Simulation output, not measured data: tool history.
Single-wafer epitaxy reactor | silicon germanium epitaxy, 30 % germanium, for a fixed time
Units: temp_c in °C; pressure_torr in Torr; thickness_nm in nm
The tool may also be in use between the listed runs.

run,hour,temp_c,pressure_torr,thickness_nm
1,0.0,615,27.0,87.584
2,5.0,619,27.0,94.447
3,7.9,613,26.7,83.275
4,11.1,617,26.7,89.733
5,16.9,617,29.5,93.447
6,22.2,617,32.9,97.999

Forecast run 7:
7,24.4,605,31.5,?

Run 7 gave thickness_nm 75.894 nm.
